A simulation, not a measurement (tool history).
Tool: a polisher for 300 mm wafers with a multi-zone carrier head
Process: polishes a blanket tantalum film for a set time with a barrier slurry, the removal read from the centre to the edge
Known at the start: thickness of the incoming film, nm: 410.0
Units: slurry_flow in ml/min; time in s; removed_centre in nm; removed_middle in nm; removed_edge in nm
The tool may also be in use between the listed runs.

{"run": 1, "hour": 0.0, "slurry_flow": 150, "centre_zone": 1.0, "middle_zone": 1.0, "edge_zone": 1.0, "slurry_solids": 1.0, "time": 80, "removed_centre": 108.48, "removed_middle": 108.09, "removed_edge": 112.02}
{"run": 2, "hour": 7.4, "slurry_flow": 150, "centre_zone": 1.0, "middle_zone": 1.0, "edge_zone": 1.0, "slurry_solids": 1.15, "time": 80, "removed_centre": 110.58, "removed_middle": 112.66, "removed_edge": 115.2}
{"run": 3, "hour": 10.3, "slurry_flow": 180, "centre_zone": 1.0, "middle_zone": 1.0, "edge_zone": 1.0, "slurry_solids": 1.15, "time": 80, "removed_centre": 115.0, "removed_middle": 117.87, "removed_edge": 117.87}
{"run": 4, "hour": 12.6, "slurry_flow": 210, "centre_zone": 1.0, "middle_zone": 1.0, "edge_zone": 1.0, "slurry_solids": 1.15, "time": 80, "removed_centre": 121.52, "removed_middle": 117.54, "removed_edge": 118.97}
{"run": 5, "hour": 14.7, "slurry_flow": 210, "centre_zone": 1.0, "middle_zone": 0.92, "edge_zone": 1.0, "slurry_solids": 1.15, "time": 80, "removed_centre": 118.59, "removed_middle": 110.64, "removed_edge": 120.41}
{"run": 6, "hour": 16.8, "slurry_flow": 205, "centre_zone": 0.98, "middle_zone": 0.94, "edge_zone": 0.97, "slurry_solids": 1.1, "time": 79, "removed_centre": 114.02, "removed_middle": 109.63, "removed_edge": 114.39}
{"run": 7, "hour": 25.3, "slurry_flow": 200, "centre_zone": 0.95, "middle_zone": 0.95, "edge_zone": 0.95, "slurry_solids": 1.05, "time": 79, "removed_centre": 109.98, "removed_middle": 112.94, "removed_edge": 112.18}
{"run": 8, "hour": 27.4, "slurry_flow": 160, "centre_zone": 0.86, "middle_zone": 0.91, "edge_zone": 0.85, "slurry_solids": 0.8, "time": 76, "removed_centre": 85.549, "removed_middle": 89.528, "removed_edge": 94.856}

Forecast run 9:
{"run": 9, "hour": 31.7, "slurry_flow": 165, "centre_zone": 0.86, "middle_zone": 0.93, "edge_zone": 0.84, "slurry_solids": 0.8, "time": 76, "removed_centre": "?", "removed_middle": "?", "removed_edge": "?"}

removed_centre: 87.042 nm
removed_middle: 95.044 nm
removed_edge: 94.064 nm
